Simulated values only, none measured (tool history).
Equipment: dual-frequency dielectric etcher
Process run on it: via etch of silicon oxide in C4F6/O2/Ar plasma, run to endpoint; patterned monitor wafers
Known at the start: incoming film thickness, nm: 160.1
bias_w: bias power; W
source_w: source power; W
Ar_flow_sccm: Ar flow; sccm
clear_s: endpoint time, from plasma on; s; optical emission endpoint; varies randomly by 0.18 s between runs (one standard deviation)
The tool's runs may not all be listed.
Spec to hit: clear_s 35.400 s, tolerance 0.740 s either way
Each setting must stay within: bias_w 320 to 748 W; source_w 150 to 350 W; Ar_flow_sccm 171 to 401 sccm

run    day  bias_w  source_w  Ar_flow_sccm  clear_s
  1  0.000     534       250           286   44.265
  2  0.358     534       250           313   44.699
  3  0.492     561       260           310   43.143
  4  0.775     584       270           308   42.130
  5  0.838     584       270           267   41.650
  6  1.038     584       270           296   41.352
  7  1.083     604       270           295   41.188
  8  1.154     622       280           293   39.909
  9  1.279     638       280           292   39.667

Which of these 4 next moves meets every target?
  A  1.404     747       350           284        ?
  B  1.404     713       320           260        ?
  C  1.404     737       350           253        ?
  D  1.404     743       340           258        ?

move  clear_s
   A   34.059
   B   35.624
   C   33.842
   D   34.211
A: takes the biggest miss from the last run beyond its target
B: all results land within tolerance of their targets
C: takes the biggest miss from the last run beyond its target
D: takes the biggest miss from the last run beyond its target
The right move is B.
